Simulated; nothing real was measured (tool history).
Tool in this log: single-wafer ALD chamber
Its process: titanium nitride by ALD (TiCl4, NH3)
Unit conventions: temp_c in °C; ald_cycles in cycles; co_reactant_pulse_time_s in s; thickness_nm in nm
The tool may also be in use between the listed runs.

{"run": 1, "day": 0.0, "temp_c": 380, "ald_cycles": 161, "co_reactant_pulse_time_s": 3.09, "thickness_nm": 3.4754}
{"run": 2, "day": 0.071, "temp_c": 380, "ald_cycles": 161, "co_reactant_pulse_time_s": 3.09, "thickness_nm": 3.4354}
{"run": 3, "day": 0.421, "temp_c": 375, "ald_cycles": 161, "co_reactant_pulse_time_s": 2.7, "thickness_nm": 3.4412}
{"run": 4, "day": 0.5, "temp_c": 382, "ald_cycles": 161, "co_reactant_pulse_time_s": 2.7, "thickness_nm": 3.404}
{"day": 0.867, "done": "thermocouple changed; heater temperature recalibrated"}
{"run": 5, "day": 0.867, "temp_c": 385, "ald_cycles": 161, "co_reactant_pulse_time_s": 2.39, "thickness_nm": 3.4165}
{"run": 6, "day": 0.925, "temp_c": 387, "ald_cycles": 161, "co_reactant_pulse_time_s": 2.14, "thickness_nm": 3.3784}

Forecast run 7:
{"run": 7, "day": 1.271, "temp_c": 390, "ald_cycles": 161, "co_reactant_pulse_time_s": 1.94, "thickness_nm": "?"}

For run 7 the tool returned thickness_nm 3.3887 nm.

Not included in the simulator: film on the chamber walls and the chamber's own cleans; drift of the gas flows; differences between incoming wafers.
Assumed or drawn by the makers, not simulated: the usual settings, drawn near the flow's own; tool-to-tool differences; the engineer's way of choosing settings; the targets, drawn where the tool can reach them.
